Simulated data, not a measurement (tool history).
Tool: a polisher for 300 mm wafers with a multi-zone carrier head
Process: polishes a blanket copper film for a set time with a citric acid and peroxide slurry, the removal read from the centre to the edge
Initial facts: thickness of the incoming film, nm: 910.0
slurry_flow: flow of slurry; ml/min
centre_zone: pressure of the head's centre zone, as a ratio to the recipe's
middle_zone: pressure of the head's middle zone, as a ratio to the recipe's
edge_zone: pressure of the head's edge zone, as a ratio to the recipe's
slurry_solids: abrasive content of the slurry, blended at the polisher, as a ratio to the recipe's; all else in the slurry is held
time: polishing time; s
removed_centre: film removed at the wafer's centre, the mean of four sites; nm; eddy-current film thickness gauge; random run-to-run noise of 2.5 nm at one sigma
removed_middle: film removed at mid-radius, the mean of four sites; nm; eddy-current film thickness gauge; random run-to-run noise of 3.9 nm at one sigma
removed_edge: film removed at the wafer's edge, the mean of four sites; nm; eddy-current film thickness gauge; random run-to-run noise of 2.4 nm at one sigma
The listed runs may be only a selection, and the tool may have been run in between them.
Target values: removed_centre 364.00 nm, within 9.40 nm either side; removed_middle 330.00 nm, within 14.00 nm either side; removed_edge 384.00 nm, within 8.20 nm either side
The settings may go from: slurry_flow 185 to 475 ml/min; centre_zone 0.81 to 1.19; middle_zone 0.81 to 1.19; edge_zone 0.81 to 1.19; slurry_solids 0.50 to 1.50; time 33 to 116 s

run  hour  slurry_flow  centre_zone  middle_zone  edge_zone  slurry_solids  time  removed_centre  removed_middle  removed_edge
  1   0.0          305         1.00         1.00       1.00           1.00    74          283.22          272.02        274.80
  2   4.7          305         1.00         0.99       1.02           1.05    75          291.39          278.44        280.16
  3  10.3          305         1.00         1.06       1.02           1.05    75          290.31          304.05        281.25
  4  14.5          305         1.00         1.00       1.02           1.05    75          290.85          283.08        287.16
  5  16.0          305         1.00         0.94       1.02           1.05    75          290.28          272.26        282.54
  6  21.7          305         1.00         0.94       1.02           1.10    75          296.15          273.20        287.43
  7  30.7          305         1.00         0.93       1.04           1.15    76          303.15          275.18        292.73
  8  37.5          305         0.99         0.92       1.06           1.20    78          312.48          278.99        309.87
  9  41.1          355         1.00         1.01       1.16           1.45    83          353.87          343.60        367.27

Of the 4 settings listed for the next run, only one would bring every result within its allowed miss of target. Which one?
  A  44.7          335         0.99         1.06       1.19           1.50    85               ?               ?             ?
  B  44.7          310         0.93         0.96       1.19           1.35    93               ?               ?             ?
  C  44.7          250         1.00         0.81       1.09           1.50    92               ?               ?             ?
  D  44.7          300         0.99         0.92       1.19           1.45    87               ?               ?             ?

move  removed_centre  removed_middle  removed_edge
   A          362.33          372.13        383.34
   B          364.10          361.69        406.30
   C          380.40          311.45        388.91
   D          362.77          331.38        386.35
A: brings the result that was furthest off to its target, and leaves another outside
B: pushes the last run's worst result past its target
C: brings the result that was furthest off to its target, and leaves another outside
D: hits every target within its allowed miss
The right move is D.
